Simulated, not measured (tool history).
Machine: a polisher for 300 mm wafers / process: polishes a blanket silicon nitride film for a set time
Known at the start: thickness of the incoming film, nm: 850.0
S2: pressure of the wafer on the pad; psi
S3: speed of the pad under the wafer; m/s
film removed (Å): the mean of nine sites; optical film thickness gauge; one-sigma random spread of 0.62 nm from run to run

run 1 hour=0.0 | flow_of_slurry_(ml/min)=195 S2=3.3 S3=1.22 polishing_time_(s)=27 | film_removed_(Å)=416.58
run 2 hour=4.4 | flow_of_slurry_(ml/min)=195 S2=3.3 S3=1.08 polishing_time_(s)=27 | film_removed_(Å)=380.68
run 3 hour=9.0 | flow_of_slurry_(ml/min)=150 S2=3.3 S3=1.08 polishing_time_(s)=27 | film_removed_(Å)=366.46
run 4 hour=13.9 | flow_of_slurry_(ml/min)=180 S2=3.3 S3=1.08 polishing_time_(s)=27 | film_removed_(Å)=379.74
run 5 hour=19.1 | flow_of_slurry_(ml/min)=215 S2=3.3 S3=1.08 polishing_time_(s)=27 | film_removed_(Å)=389.72
run 6 hour=27.5 | flow_of_slurry_(ml/min)=220 S2=3.5 S3=1.08 polishing_time_(s)=27 | film_removed_(Å)=412.11

Expected results for the next run?
run 7 hour=30.3 | flow_of_slurry_(ml/min)=220 S2=3.7 S3=1.08 polishing_time_(s)=27 | film_removed_(Å)=?

Run 7 produced film removed (Å) 437.20.

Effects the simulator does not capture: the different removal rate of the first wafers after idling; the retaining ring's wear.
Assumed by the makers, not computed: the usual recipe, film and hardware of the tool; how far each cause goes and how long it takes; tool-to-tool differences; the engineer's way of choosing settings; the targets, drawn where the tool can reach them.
